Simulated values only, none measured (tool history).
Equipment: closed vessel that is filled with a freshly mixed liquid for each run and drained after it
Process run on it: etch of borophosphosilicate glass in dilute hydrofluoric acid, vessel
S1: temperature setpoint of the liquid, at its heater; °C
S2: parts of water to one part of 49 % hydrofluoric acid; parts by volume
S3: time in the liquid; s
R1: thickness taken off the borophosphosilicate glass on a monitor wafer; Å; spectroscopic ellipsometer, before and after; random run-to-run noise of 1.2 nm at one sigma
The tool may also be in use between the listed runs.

run	hour	S1	S2	S3	R1
1	0.0	25.0	285	375	587.18
2	2.4	23.5	285	375	559.31
3	5.9	25.5	285	375	603.70
4	12.6	22.0	285	375	524.17
5	15.6	24.0	285	375	570.08
6	24.8	21.5	285	375	521.22
7	30.7	21.5	285	375	520.88
8	35.8	23.5	250	375	661.70

Forecast run 9:
9	42.3	25.5	225	375	?

R1: 809.90 Å
